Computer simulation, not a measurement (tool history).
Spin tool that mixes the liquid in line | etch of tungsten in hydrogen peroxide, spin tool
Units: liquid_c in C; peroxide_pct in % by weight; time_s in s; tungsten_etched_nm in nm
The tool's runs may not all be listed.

{"run": 1, "hour": 0.0, "liquid_c": 42.0, "peroxide_pct": 19.5, "time_s": 50, "tungsten_etched_nm": 80.075}
{"run": 2, "hour": 7.0, "liquid_c": 44.0, "peroxide_pct": 19.5, "time_s": 50, "tungsten_etched_nm": 93.595}
{"run": 3, "hour": 7.6, "liquid_c": 44.0, "peroxide_pct": 21.0, "time_s": 50, "tungsten_etched_nm": 95.871}
{"run": 4, "hour": 13.1, "liquid_c": 45.0, "peroxide_pct": 21.0, "time_s": 50, "tungsten_etched_nm": 103.79}
{"hour": 18.3, "done": "new drum of peroxide connected"}
{"run": 5, "hour": 18.3, "liquid_c": 45.0, "peroxide_pct": 24.0, "time_s": 50, "tungsten_etched_nm": 112.18}
{"run": 6, "hour": 22.9, "liquid_c": 45.0, "peroxide_pct": 24.0, "time_s": 50, "tungsten_etched_nm": 111.39}
{"run": 7, "hour": 27.6, "liquid_c": 46.0, "peroxide_pct": 24.0, "time_s": 50, "tungsten_etched_nm": 120.71}
{"run": 8, "hour": 34.1, "liquid_c": 46.5, "peroxide_pct": 24.0, "time_s": 50, "tungsten_etched_nm": 124.7}
{"run": 9, "hour": 38.0, "liquid_c": 47.0, "peroxide_pct": 24.0, "time_s": 50, "tungsten_etched_nm": 128.34}

Run 10 comes next. What will it give?
{"run": 10, "hour": 41.1, "liquid_c": 47.5, "peroxide_pct": 24.0, "time_s": 50, "tungsten_etched_nm": "?"}

{"run 10": {"tungsten_etched_nm": 130.99}}
